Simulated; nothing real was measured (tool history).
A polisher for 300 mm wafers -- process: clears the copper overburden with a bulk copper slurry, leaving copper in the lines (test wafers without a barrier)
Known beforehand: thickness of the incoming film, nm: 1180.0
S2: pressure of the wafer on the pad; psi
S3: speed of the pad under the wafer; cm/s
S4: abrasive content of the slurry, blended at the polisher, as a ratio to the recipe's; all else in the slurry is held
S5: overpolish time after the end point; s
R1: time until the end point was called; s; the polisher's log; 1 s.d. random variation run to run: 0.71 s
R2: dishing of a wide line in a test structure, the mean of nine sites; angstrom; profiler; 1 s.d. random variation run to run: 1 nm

Run 1, hour 0.0: flow of slurry (ml/min) 210, S2 2.9 psi, S3 122 cm/s, S4 1.0, S5 15 s. Result: R1 95.611 s, R2 723.18 angstrom.
Run 2, hour 7.1: flow of slurry (ml/min) 215, S2 2.9 psi, S3 122 cm/s, S4 1.0, S5 12 s. Result: R1 94.813 s, R2 648.41 angstrom.
Run 3, hour 11.3: flow of slurry (ml/min) 215, S2 2.2 psi, S3 122 cm/s, S4 1.0, S5 12 s. Result: R1 111.970 s, R2 587.33 angstrom.
Run 4, hour 15.0: flow of slurry (ml/min) 215, S2 2.2 psi, S3 142 cm/s, S4 1.0, S5 12 s. Result: R1 98.243 s, R2 594.94 angstrom.
Run 5, hour 20.9: flow of slurry (ml/min) 215, S2 2.2 psi, S3 118 cm/s, S4 1.0, S5 12 s. Result: R1 114.480 s, R2 575.05 angstrom.
Run 6, hour 22.6: flow of slurry (ml/min) 215, S2 2.2 psi, S3 146 cm/s, S4 1.0, S5 12 s. Result: R1 95.137 s, R2 611.28 angstrom.
Run 7, hour 25.0: flow of slurry (ml/min) 220, S2 2.3 psi, S3 146 cm/s, S4 1.0, S5 11 s. Result: R1 93.162 s, R2 608.78 angstrom.

What does the tool deliver on the next run?
Run 8, hour 27.2: flow of slurry (ml/min) 220, S2 2.3 psi, S3 146 cm/s, S4 1.0, S5 11 s. Result: R1 ?, R2 ?.

{"run 8": {"R1": 91.583, "R2": 617.87}}
